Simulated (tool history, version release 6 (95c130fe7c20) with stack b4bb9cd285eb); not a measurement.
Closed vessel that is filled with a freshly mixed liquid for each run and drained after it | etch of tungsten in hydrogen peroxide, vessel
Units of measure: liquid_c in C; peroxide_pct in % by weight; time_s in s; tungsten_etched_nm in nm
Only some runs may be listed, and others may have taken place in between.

run	hour	liquid_c	peroxide_pct	time_s	tungsten_etched_nm
1	0.0	45.0	17.5	30	49.039
2	0.7	50.0	17.5	30	66.957
3	2.3	50.0	17.5	30	67.308
4	10.9	50.5	17.5	30	69.543
5	17.6	51.0	17.5	30	71.556
6	25.5	46.0	17.5	30	52.557

What does the tool deliver on the next run?
7	33.1	47.5	17.5	30	?

{"run 7": {"tungsten_etched_nm": 57.763}}

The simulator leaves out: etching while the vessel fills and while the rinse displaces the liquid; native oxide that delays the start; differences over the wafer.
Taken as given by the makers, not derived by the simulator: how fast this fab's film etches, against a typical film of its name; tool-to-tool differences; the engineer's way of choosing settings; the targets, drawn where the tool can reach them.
